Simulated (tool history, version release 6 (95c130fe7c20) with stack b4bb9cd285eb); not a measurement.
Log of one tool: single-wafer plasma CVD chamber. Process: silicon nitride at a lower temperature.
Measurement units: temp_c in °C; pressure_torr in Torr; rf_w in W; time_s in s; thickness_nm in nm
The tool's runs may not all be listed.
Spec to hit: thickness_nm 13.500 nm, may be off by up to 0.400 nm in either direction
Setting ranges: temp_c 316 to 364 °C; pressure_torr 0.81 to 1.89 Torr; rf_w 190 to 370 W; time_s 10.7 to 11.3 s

run	hour	temp_c	pressure_torr	rf_w	time_s	thickness_nm
1	0.0	340	1.35	280	11.3	11.898
2	1.1	348	1.35	280	11.3	11.796
3	3.6	348	1.40	285	11.3	11.981
4	7.3	348	1.44	290	11.3	12.328
5	13.8	348	1.61	290	11.3	12.688
6	18.1	354	1.61	290	11.3	12.701
7	21.2	354	1.63	290	11.3	12.655
8	30.2	354	1.65	295	11.3	12.977

4 next moves are on the table. One of them brings every result within its allowed miss. Which?
A	39.2	354	1.73	330	11.3	?
B	39.2	358	1.72	295	10.7	?
C	39.2	352	1.69	315	11.1	?
D	39.2	357	1.51	345	11.3	?

move	thickness_nm
A	14.383
B	12.290
C	13.511
D	14.430
A: moves the result that the last run missed by most past its target, out the other side
B: further off than the last run
C: every result within its allowed miss
D: moves the result that the last run missed by most past its target, out the other side
Answer: C
